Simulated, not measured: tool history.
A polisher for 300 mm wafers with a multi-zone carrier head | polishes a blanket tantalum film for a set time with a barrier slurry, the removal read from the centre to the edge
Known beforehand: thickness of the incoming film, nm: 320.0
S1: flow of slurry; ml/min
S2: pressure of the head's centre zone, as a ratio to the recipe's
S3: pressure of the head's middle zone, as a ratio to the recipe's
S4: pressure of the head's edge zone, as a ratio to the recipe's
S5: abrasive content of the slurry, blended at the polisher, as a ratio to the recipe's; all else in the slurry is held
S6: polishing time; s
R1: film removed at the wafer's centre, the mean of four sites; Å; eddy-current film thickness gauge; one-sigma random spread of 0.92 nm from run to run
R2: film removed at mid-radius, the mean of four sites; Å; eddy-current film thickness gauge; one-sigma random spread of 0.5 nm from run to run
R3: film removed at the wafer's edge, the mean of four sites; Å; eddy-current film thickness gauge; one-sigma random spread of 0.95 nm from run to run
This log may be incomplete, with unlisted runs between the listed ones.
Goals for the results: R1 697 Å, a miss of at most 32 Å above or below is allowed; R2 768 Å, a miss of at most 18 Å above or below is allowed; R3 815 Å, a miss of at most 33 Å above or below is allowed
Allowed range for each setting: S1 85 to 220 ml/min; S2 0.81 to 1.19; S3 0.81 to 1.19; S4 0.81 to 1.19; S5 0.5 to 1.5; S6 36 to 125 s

run	hour	S1	S2	S3	S4	S5	S6	R1	R2	R3
1	0	140	1	1	1	1	80	1115.3	1107.8	1127
2	2.5	135	0.97	0.98	0.98	0.9	79	1046	1037.8	1061.6
3	9.6	135	0.97	0.98	0.93	0.9	79	1041.1	1027.2	1020.2
4	18.3	135	0.97	0.98	0.97	0.9	79	1041.8	1032.9	1050
5	27.2	125	0.94	0.97	0.97	0.85	78	978.1	981.26	1029
6	28.5	125	0.89	0.97	0.97	0.85	78	897.56	996.42	1016.4
7	34.8	120	0.88	0.96	0.96	0.8	77	867.36	945.27	972.21
8	40.1	115	0.87	0.95	0.95	0.75	76	835.44	896.8	935.97

Consider the 5 candidate settings below. Which is the only one whose results all fall within their allowed miss of target?
A	45.4	100	0.93	0.9	0.89	0.6	74	?	?	?
B	45.4	100	0.89	0.88	1.02	0.55	78	?	?	?
C	45.4	115	0.88	0.97	1.04	0.8	63	?	?	?
D	45.4	110	0.86	0.89	1.09	0.9	65	?	?	?
E	45.4	130	1.1	0.91	0.81	0.6	68	?	?	?

move	R1	R2	R3
A	773.5	769.02	810.37
B	757.3	772.66	884.79
C	699.51	779.87	824.64
D	722.89	768.93	897.1
E	882.61	742.72	734.89
A: brings the result that was furthest off to its target, and leaves another outside
B: brings the result that was furthest off to its target, and leaves another outside
C: all results in spec
D: brings the result that was furthest off to its target, and leaves another outside
E: takes the result that was furthest off past its target
Correct choice: C, which meets every target
